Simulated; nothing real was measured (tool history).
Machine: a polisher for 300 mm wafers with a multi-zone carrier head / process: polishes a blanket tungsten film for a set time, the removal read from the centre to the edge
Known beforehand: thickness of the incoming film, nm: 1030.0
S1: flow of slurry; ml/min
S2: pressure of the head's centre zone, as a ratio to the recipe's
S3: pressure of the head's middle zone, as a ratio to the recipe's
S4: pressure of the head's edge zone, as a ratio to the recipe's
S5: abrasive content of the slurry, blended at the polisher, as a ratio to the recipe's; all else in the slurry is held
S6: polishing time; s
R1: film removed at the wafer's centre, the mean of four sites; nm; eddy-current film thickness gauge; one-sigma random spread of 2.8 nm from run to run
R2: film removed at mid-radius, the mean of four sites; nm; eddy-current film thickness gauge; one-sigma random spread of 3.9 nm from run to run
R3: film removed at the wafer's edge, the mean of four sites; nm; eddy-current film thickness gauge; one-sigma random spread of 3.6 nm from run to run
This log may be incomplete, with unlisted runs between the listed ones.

run	hour	S1	S2	S3	S4	S5	S6	R1	R2	R3
1	0.0	195	1.00	1.00	1.00	1.00	50	321.70	321.69	338.37
2	4.0	195	1.00	1.07	1.00	1.00	50	320.32	347.35	329.03
3	7.4	190	0.97	1.07	0.99	0.90	48	294.63	319.13	298.17
4	10.6	185	0.93	1.08	1.01	0.85	46	258.01	294.18	291.24
5	17.7	180	0.91	1.09	0.99	0.80	46	246.03	287.97	264.02
6	20.1	175	0.89	1.09	0.99	0.80	46	239.46	291.53	274.37

For run 7, what comes out?
7	28.8	170	0.88	1.09	0.98	0.75	46	?	?	?

Run 7 produced R1 233.26 nm, R2 283.56 nm, R3 256.85 nm.
